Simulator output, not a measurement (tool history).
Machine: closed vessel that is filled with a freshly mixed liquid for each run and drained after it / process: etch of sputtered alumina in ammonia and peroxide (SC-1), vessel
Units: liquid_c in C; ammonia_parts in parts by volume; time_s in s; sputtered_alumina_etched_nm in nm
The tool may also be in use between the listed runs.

run,hour,liquid_c,ammonia_parts,time_s,sputtered_alumina_etched_nm
1,0.0,62.0,0.75,95,7.1397
2,2.9,59.5,0.75,95,6.3245
3,8.9,59.5,0.75,70,4.6341
4,17.8,59.5,0.75,95,6.2924
5,19.9,59.5,1.05,95,6.4640
6,24.4,59.5,1.05,70,4.7470

Run 7 comes next. What will it give?
7,29.4,62.0,1.05,75,?

Run 7 yielded sputtered_alumina_etched_nm 5.7018 nm.
